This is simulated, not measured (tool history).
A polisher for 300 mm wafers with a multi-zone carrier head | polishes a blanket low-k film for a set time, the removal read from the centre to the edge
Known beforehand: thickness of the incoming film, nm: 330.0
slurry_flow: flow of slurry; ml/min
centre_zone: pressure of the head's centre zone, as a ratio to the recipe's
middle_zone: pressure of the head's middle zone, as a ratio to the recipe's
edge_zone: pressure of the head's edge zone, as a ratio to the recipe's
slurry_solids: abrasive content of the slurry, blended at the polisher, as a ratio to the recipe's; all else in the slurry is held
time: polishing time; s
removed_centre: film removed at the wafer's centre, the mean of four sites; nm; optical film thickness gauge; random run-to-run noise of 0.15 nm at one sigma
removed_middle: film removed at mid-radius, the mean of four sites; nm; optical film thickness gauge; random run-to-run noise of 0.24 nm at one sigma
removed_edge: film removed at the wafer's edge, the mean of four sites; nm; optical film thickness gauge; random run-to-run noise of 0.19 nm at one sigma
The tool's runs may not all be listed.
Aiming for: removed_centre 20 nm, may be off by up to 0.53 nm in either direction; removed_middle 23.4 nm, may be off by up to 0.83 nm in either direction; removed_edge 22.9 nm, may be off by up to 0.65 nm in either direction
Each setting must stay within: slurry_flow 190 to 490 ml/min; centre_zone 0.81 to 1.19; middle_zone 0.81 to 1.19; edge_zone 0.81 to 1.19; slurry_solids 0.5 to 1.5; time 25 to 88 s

run 1 day=0 | slurry_flow=315 centre_zone=1 middle_zone=1 edge_zone=1 slurry_solids=1 time=56 | removed_centre=14.127 removed_middle=14.505 removed_edge=14.479
run 2 day=0.358 | slurry_flow=315 centre_zone=1 middle_zone=1 edge_zone=0.97 slurry_solids=1 time=56 | removed_centre=14.17 removed_middle=14.132 removed_edge=14.419
run 3 day=0.638 | slurry_flow=310 centre_zone=0.98 middle_zone=1.01 edge_zone=1.02 slurry_solids=1.15 time=60 | removed_centre=16.061 removed_middle=16.506 removed_edge=17.004
run 4 day=0.696 | slurry_flow=315 centre_zone=0.97 middle_zone=1.05 edge_zone=1.06 slurry_solids=1.25 time=61 | removed_centre=16.978 removed_middle=18.094 removed_edge=18.266
run 5 day=0.912 | slurry_flow=315 centre_zone=0.97 middle_zone=1.05 edge_zone=1.06 slurry_solids=1.1 time=61 | removed_centre=15.927 removed_middle=16.791 removed_edge=17.204
run 6 day=1.179 | slurry_flow=315 centre_zone=0.97 middle_zone=1.13 edge_zone=1.06 slurry_solids=1.1 time=61 | removed_centre=15.844 removed_middle=18.275 removed_edge=16.94
run 7 day=1.433 | slurry_flow=315 centre_zone=0.96 middle_zone=1.14 edge_zone=1.09 slurry_solids=1.25 time=62 | removed_centre=16.791 removed_middle=19.648 removed_edge=18.985
run 8 day=1.6 | slurry_flow=325 centre_zone=0.97 middle_zone=1.16 edge_zone=1.11 slurry_solids=1.35 time=63 | removed_centre=17.924 removed_middle=21.013 removed_edge=19.933
run 9 day=1.838 | slurry_flow=325 centre_zone=0.97 middle_zone=1.16 edge_zone=1.13 slurry_solids=1.4 time=64 | removed_centre=18.41 removed_middle=21.245 removed_edge=20.847
run 10 day=2.183 | slurry_flow=325 centre_zone=0.97 middle_zone=1.16 edge_zone=1.13 slurry_solids=1.4 time=64 | removed_centre=18.756 removed_middle=21.885 removed_edge=20.826
run 11 day=2.538 | slurry_flow=325 centre_zone=0.97 middle_zone=1.16 edge_zone=1.15 slurry_solids=1.45 time=65 | removed_centre=19.186 removed_middle=22.607 removed_edge=21.591
run 12 day=2.788 | slurry_flow=330 centre_zone=0.97 middle_zone=1.15 edge_zone=1.16 slurry_solids=1.45 time=66 | removed_centre=19.347 removed_middle=22.065 removed_edge=22.269

Which single option among these 5 for the next run brings every result within its allowed miss of target? Just one does.
run A day=3.038 | slurry_flow=265 centre_zone=0.89 middle_zone=1.05 edge_zone=1.15 slurry_solids=1.45 time=68 | removed_centre=? removed_middle=? removed_edge=?
run B day=3.038 | slurry_flow=320 centre_zone=0.88 middle_zone=0.94 edge_zone=1.19 slurry_solids=1.35 time=71 | removed_centre=? removed_middle=? removed_edge=?
run C day=3.038 | slurry_flow=420 centre_zone=0.88 middle_zone=1.19 edge_zone=1.19 slurry_solids=1.45 time=70 | removed_centre=? removed_middle=? removed_edge=?
run D day=3.038 | slurry_flow=370 centre_zone=0.99 middle_zone=1.04 edge_zone=1.12 slurry_solids=1.35 time=69 | removed_centre=? removed_middle=? removed_edge=?
run E day=3.038 | slurry_flow=290 centre_zone=0.96 middle_zone=1.15 edge_zone=1.15 slurry_solids=1.35 time=72 | removed_centre=? removed_middle=? removed_edge=?

move=A removed_centre=18.084 removed_middle=21.277 removed_edge=22.513
move=B removed_centre=18.333 removed_middle=20.128 removed_edge=23.46
move=C removed_centre=18.943 removed_middle=24.669 removed_edge=24.02
move=D removed_centre=20.252 removed_middle=21.204 removed_edge=22.206
move=E removed_centre=20.198 removed_middle=23.524 removed_edge=23.215
A: further off than the last run
B: further off than the last run
C: takes the result that was furthest off past its target
D: further off than the last run
E: every result within its allowed miss
The move that meets every target is E.
